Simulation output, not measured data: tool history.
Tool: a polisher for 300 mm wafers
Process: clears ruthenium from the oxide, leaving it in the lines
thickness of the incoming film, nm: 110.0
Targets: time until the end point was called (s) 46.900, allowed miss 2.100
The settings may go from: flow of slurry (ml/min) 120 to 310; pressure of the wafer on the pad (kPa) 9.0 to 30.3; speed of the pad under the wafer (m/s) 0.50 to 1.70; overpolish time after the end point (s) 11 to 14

run,hour,flow of slurry (ml/min),pressure of the wafer on the pad (kPa),speed of the pad under the wafer (m/s),overpolish time after the end point (s),time until the end point was called (s)
1,0.0,200,19.3,1.10,14,76.664
2,0.7,200,14.5,1.10,14,101.660
3,6.8,225,14.5,1.10,14,99.188
4,11.7,225,14.5,1.10,11,100.190
5,16.4,225,10.3,1.10,11,137.800
6,18.3,225,10.3,1.24,11,126.140
7,27.0,225,13.1,1.26,11,101.150
8,31.9,230,15.2,1.26,11,85.476
9,33.8,235,16.5,1.26,11,81.062
10,36.7,235,18.6,1.26,11,72.223
11,39.2,235,20.0,1.26,11,66.869
12,47.7,235,21.4,1.26,11,60.921

4 next moves are on the table. One of them brings every result within its allowed miss. Which?
A,56.2,220,17.2,1.20,11,?
B,56.2,250,24.1,1.54,12,?
C,56.2,260,21.4,1.18,11,?
D,56.2,235,24.1,1.34,12,?

move,time until the end point was called (s)
A,79.366
B,47.342
C,64.062
D,52.652
A: further off than the last run
B: meets every target
C: further off than the last run
D: nearer than the last run, and not there yet
Move B is the one to make.
